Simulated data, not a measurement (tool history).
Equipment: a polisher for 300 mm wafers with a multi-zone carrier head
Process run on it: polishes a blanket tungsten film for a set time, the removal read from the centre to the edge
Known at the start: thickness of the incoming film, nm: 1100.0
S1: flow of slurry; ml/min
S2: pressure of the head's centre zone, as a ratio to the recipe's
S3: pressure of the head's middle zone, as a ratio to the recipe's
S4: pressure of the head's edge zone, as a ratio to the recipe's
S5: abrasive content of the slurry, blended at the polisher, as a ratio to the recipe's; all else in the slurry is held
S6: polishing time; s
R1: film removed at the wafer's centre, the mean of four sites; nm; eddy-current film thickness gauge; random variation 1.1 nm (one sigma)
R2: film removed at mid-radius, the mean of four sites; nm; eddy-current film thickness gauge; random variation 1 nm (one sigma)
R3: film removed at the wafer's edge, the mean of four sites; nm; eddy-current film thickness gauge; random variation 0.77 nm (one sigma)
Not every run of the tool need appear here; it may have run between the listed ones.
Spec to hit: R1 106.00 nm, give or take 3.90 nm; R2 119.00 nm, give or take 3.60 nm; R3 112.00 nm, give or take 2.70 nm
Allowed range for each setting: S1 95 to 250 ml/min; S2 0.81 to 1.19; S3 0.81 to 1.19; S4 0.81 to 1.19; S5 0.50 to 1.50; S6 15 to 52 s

Run 1, day 0.000: S1 160 ml/min, S2 1.00, S3 1.00, S4 1.00, S5 1.00, S6 33 s. Result: R1 125.75 nm, R2 125.35 nm, R3 129.05 nm.
Run 2, day 0.375: S1 195 ml/min, S2 1.00, S3 1.00, S4 1.00, S5 1.00, S6 33 s. Result: R1 135.07 nm, R2 128.18 nm, R3 131.76 nm.
Run 3, day 0.525: S1 195 ml/min, S2 1.00, S3 1.07, S4 1.00, S5 1.00, S6 33 s. Result: R1 131.78 nm, R2 135.58 nm, R3 130.82 nm.
Run 4, day 0.825: S1 175 ml/min, S2 1.00, S3 1.07, S4 1.00, S5 1.00, S6 33 s. Result: R1 129.57 nm, R2 134.20 nm, R3 130.10 nm.
Run 5, day 1.200: S1 150 ml/min, S2 1.00, S3 1.07, S4 1.00, S5 1.00, S6 33 s. Result: R1 128.27 nm, R2 132.55 nm, R3 126.17 nm.
Run 6, day 1.462: S1 150 ml/min, S2 1.00, S3 1.07, S4 1.00, S5 1.10, S6 33 s. Result: R1 128.29 nm, R2 133.51 nm, R3 130.56 nm.
Run 7, day 1.783: S1 150 ml/min, S2 1.00, S3 1.07, S4 1.00, S5 1.10, S6 33 s. Result: R1 128.21 nm, R2 134.84 nm, R3 130.65 nm.
Run 8, day 2.050: S1 140 ml/min, S2 0.97, S3 1.05, S4 0.96, S5 1.05, S6 33 s. Result: R1 121.20 nm, R2 129.43 nm, R3 126.00 nm.
Run 9, day 2.371: S1 135 ml/min, S2 0.95, S3 1.04, S4 0.93, S5 1.00, S6 33 s. Result: R1 115.35 nm, R2 129.05 nm, R3 121.82 nm.
Run 10, day 2.508: S1 130 ml/min, S2 0.95, S3 1.02, S4 0.91, S5 0.95, S6 33 s. Result: R1 112.78 nm, R2 122.32 nm, R3 118.14 nm.
Run 11, day 2.538: S1 125 ml/min, S2 0.94, S3 1.02, S4 0.89, S5 0.95, S6 33 s. Result: R1 112.94 nm, R2 121.45 nm, R3 118.45 nm.
Run 12, day 2.850: S1 125 ml/min, S2 0.94, S3 1.02, S4 0.89, S5 0.95, S6 33 s. Result: R1 113.54 nm, R2 120.80 nm, R3 116.39 nm.
Run 13, day 2.946: S1 120 ml/min, S2 0.93, S3 1.02, S4 0.88, S5 0.95, S6 33 s. Result: R1 112.11 nm, R2 118.97 nm, R3 116.38 nm.
Run 14, day 3.154: S1 115 ml/min, S2 0.92, S3 1.03, S4 0.87, S5 0.95, S6 33 s. Result: R1 111.50 nm, R2 121.41 nm, R3 116.75 nm.

Which one of the following 4 next-run settings gets every result inside its allowed miss? There is exactly one.
Run A, day 3.362: S1 130 ml/min, S2 1.03, S3 1.12, S4 0.84, S5 1.05, S6 29 s. Result: R1 ?, R2 ?, R3 ?.
Run B, day 3.362: S1 110 ml/min, S2 0.96, S3 1.10, S4 0.81, S5 1.05, S6 30 s. Result: R1 ?, R2 ?, R3 ?.
Run C, day 3.362: S1 140 ml/min, S2 0.91, S3 1.12, S4 0.91, S5 0.85, S6 32 s. Result: R1 ?, R2 ?, R3 ?.
Run D, day 3.362: S1 95 ml/min, S2 0.94, S3 1.07, S4 0.88, S5 0.80, S6 34 s. Result: R1 ?, R2 ?, R3 ?.

move      R1      R2      R3
   A  114.66  118.61  103.35
   B  106.94  117.47  103.41
   C  108.07  126.52  113.26
   D  108.39  119.28  111.93
A: takes the biggest miss from the last run beyond its target
B: takes the biggest miss from the last run beyond its target
C: brings the result that was furthest off to its target, and leaves another outside
D: each result inside its tolerance
Answer: D
